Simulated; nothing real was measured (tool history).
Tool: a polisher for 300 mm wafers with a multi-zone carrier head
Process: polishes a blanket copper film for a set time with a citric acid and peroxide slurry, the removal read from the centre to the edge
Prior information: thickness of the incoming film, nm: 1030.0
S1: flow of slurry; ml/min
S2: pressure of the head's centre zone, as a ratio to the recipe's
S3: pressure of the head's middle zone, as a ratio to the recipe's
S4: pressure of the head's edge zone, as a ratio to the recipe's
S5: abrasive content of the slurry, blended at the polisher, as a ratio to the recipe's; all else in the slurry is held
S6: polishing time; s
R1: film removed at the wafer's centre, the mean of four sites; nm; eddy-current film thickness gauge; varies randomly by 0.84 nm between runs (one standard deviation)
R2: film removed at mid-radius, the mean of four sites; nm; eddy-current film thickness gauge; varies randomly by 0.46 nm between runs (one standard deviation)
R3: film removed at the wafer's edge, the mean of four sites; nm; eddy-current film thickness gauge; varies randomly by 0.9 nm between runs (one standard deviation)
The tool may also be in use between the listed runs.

run  hour   S1    S2    S3    S4    S5  S6      R1      R2      R3
  1     0  140     1     1     1     1  47  98.718   96.92  95.808
  2     5  140  1.07     1     1     1  47  107.11  97.298  97.276
  3  10.3  140  1.07  1.08     1     1  47  105.04  103.29  98.814
  4  13.1  140  1.07  1.08     1   0.9  47  103.67  101.17  97.039
  5  20.9  125  1.07  1.08     1   0.9  47  99.496  99.288  93.834
  6  24.5  125  1.07  1.08     1   1.1  47  103.89  102.51  97.822
  7  32.4   90  1.05  0.98  0.95  0.85  44   81.44  76.208  79.073
  8  38.4   90  1.05  0.94  0.96  0.85  44  81.043   73.08  79.725

The next listed run, before its measurement:
  9  40.8  90  1.05  0.94  0.96  0.85  44   ?   ?   ?

R1: 79.752 nm
R2: 74.056 nm
R3: 77.728 nm
